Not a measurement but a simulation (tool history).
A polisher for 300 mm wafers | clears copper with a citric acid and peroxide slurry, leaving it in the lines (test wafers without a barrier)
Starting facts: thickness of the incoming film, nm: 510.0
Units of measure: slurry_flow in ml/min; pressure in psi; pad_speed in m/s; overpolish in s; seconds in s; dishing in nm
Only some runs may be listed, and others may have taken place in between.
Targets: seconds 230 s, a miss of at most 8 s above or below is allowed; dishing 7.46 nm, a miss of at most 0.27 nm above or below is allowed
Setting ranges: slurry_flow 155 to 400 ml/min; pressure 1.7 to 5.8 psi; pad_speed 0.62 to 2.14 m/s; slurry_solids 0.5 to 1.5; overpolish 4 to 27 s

{"run": 1, "hour": 0.0, "slurry_flow": 255, "pressure": 3.7, "pad_speed": 1.38, "slurry_solids": 1, "overpolish": 14, "seconds": 154.49, "dishing": 36.414}
{"run": 2, "hour": 7.3, "slurry_flow": 260, "pressure": 3.2, "pad_speed": 1.3, "slurry_solids": 1, "overpolish": 11, "seconds": 181.57, "dishing": 25.193}
{"run": 3, "hour": 8.2, "slurry_flow": 300, "pressure": 2.7, "pad_speed": 1.18, "slurry_solids": 1.1, "overpolish": 9, "seconds": 215.1, "dishing": 17.59}
{"run": 4, "hour": 14.7, "slurry_flow": 300, "pressure": 2.7, "pad_speed": 0.98, "slurry_solids": 1.1, "overpolish": 9, "seconds": 250.26, "dishing": 14.703}
{"run": 5, "hour": 23.5, "slurry_flow": 300, "pressure": 2.7, "pad_speed": 0.82, "slurry_solids": 1.1, "overpolish": 9, "seconds": 300.56, "dishing": 12.67}
{"run": 6, "hour": 26.9, "slurry_flow": 300, "pressure": 2.1, "pad_speed": 0.82, "slurry_solids": 1.1, "overpolish": 9, "seconds": 343.12, "dishing": 11.127}
{"run": 7, "hour": 34.0, "slurry_flow": 330, "pressure": 2.4, "pad_speed": 0.76, "slurry_solids": 1.2, "overpolish": 7, "seconds": 342.47, "dishing": 8.7699}
{"run": 8, "hour": 37.9, "slurry_flow": 350, "pressure": 3, "pad_speed": 0.72, "slurry_solids": 1.3, "overpolish": 6, "seconds": 307.23, "dishing": 8.4194}
{"run": 9, "hour": 44.8, "slurry_flow": 365, "pressure": 3.5, "pad_speed": 0.68, "slurry_solids": 1.35, "overpolish": 5, "seconds": 292.5, "dishing": 7.4544}
{"run": 10, "hour": 49.3, "slurry_flow": 370, "pressure": 3.9, "pad_speed": 0.66, "slurry_solids": 1.4, "overpolish": 5, "seconds": 275.66, "dishing": 7.835}
{"run": 11, "hour": 57.2, "slurry_flow": 380, "pressure": 4.2, "pad_speed": 0.64, "slurry_solids": 1.45, "overpolish": 5, "seconds": 267.21, "dishing": 7.9101}
{"run": 12, "hour": 58.3, "slurry_flow": 400, "pressure": 4.8, "pad_speed": 0.62, "slurry_solids": 1.5, "overpolish": 4, "seconds": 248.88, "dishing": 6.998}

Pick the move, out of 5, that brings all results within their allowed miss; only one does.
{"run": "A", "hour": 59.4, "slurry_flow": 400, "pressure": 4.5, "pad_speed": 0.64, "slurry_solids": 1.45, "overpolish": 4, "seconds": "?", "dishing": "?"}
{"run": "B", "hour": 59.4, "slurry_flow": 400, "pressure": 4.8, "pad_speed": 0.62, "slurry_solids": 1.45, "overpolish": 4, "seconds": "?", "dishing": "?"}
{"run": "C", "hour": 59.4, "slurry_flow": 400, "pressure": 4.9, "pad_speed": 0.62, "slurry_solids": 1.45, "overpolish": 4, "seconds": "?", "dishing": "?"}
{"run": "D", "hour": 59.4, "slurry_flow": 400, "pressure": 4.7, "pad_speed": 0.62, "slurry_solids": 1.5, "overpolish": 4, "seconds": "?", "dishing": "?"}
{"run": "E", "hour": 59.4, "slurry_flow": 400, "pressure": 4.8, "pad_speed": 0.68, "slurry_solids": 1.45, "overpolish": 4, "seconds": "?", "dishing": "?"}

move=A seconds=253.5 dishing=6.6926
move=B seconds=249.63 dishing=6.7964
move=C seconds=246 dishing=6.8956
move=D seconds=251.43 dishing=6.7479
move=E seconds=228.81 dishing=7.4048
A: misses by more than the last run did
B: about as far from the targets as the last run
C: closer than the last run, but not yet in spec
D: misses by more than the last run did
E: all results in spec
E meets every target.
